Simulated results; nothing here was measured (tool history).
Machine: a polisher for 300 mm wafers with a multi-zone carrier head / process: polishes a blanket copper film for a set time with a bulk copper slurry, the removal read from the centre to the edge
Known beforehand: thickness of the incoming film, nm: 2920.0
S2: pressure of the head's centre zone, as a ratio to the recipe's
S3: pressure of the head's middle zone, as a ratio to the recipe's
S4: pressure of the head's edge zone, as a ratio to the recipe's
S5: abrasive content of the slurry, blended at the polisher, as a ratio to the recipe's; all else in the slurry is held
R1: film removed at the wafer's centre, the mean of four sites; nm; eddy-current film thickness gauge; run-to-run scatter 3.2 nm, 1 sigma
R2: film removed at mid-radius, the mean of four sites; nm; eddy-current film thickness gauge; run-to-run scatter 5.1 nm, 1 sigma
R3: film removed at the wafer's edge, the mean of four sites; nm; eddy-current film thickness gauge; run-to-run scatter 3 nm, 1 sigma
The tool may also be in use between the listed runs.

{"run": 1, "hour": 0.0, "flow of slurry (ml/min)": 245, "S2": 1, "S3": 1, "S4": 1, "S5": 1, "polishing time (s)": 39, "R1": 274.24, "R2": 277.06, "R3": 266.91}
{"run": 2, "hour": 8.3, "flow of slurry (ml/min)": 265, "S2": 1, "S3": 1, "S4": 1, "S5": 1, "polishing time (s)": 39, "R1": 273.57, "R2": 268.68, "R3": 269.7}
{"run": 3, "hour": 12.8, "flow of slurry (ml/min)": 265, "S2": 1.03, "S3": 1.02, "S4": 1.02, "S5": 1.1, "polishing time (s)": 40, "R1": 293.78, "R2": 286.25, "R3": 288.35}
{"run": 4, "hour": 18.6, "flow of slurry (ml/min)": 265, "S2": 1.03, "S3": 1.02, "S4": 1.1, "S5": 1.1, "polishing time (s)": 40, "R1": 295.74, "R2": 290.23, "R3": 294.61}
{"run": 5, "hour": 21.0, "flow of slurry (ml/min)": 265, "S2": 0.96, "S3": 1.02, "S4": 1.1, "S5": 1.1, "polishing time (s)": 40, "R1": 272.53, "R2": 288.52, "R3": 293.93}
{"run": 6, "hour": 25.5, "flow of slurry (ml/min)": 205, "S2": 0.96, "S3": 1.02, "S4": 1.1, "S5": 1.1, "polishing time (s)": 40, "R1": 270.55, "R2": 276.04, "R3": 286.87}
{"run": 7, "hour": 29.9, "flow of slurry (ml/min)": 210, "S2": 1.01, "S3": 1.04, "S4": 1.1, "S5": 1.2, "polishing time (s)": 41, "R1": 291.5, "R2": 296.97, "R3": 300.31}
{"run": 8, "hour": 32.7, "flow of slurry (ml/min)": 220, "S2": 1.05, "S3": 1.04, "S4": 1.09, "S5": 1.25, "polishing time (s)": 42, "R1": 315.75, "R2": 305.86, "R3": 310.52}
{"run": 9, "hour": 41.7, "flow of slurry (ml/min)": 230, "S2": 1.08, "S3": 1.05, "S4": 1.09, "S5": 1.3, "polishing time (s)": 42, "R1": 327, "R2": 312.94, "R3": 318.22}
{"run": 10, "hour": 48.1, "flow of slurry (ml/min)": 230, "S2": 1.08, "S3": 1.05, "S4": 1.09, "S5": 1.3, "polishing time (s)": 42, "R1": 330.72, "R2": 320.93, "R3": 315.63}
{"run": 11, "hour": 54.8, "flow of slurry (ml/min)": 230, "S2": 1.08, "S3": 1.05, "S4": 1.09, "S5": 1.3, "polishing time (s)": 42, "R1": 324.8, "R2": 309.58, "R3": 319.05}

Estimate the outcome of run 12 from the log above:
{"run": 12, "hour": 58.3, "flow of slurry (ml/min)": 235, "S2": 1.1, "S3": 1.06, "S4": 1.07, "S5": 1.3, "polishing time (s)": 43, "R1": "?", "R2": "?", "R3": "?"}

R1: 348.58 nm
R2: 325.92 nm
R3: 321.08 nm
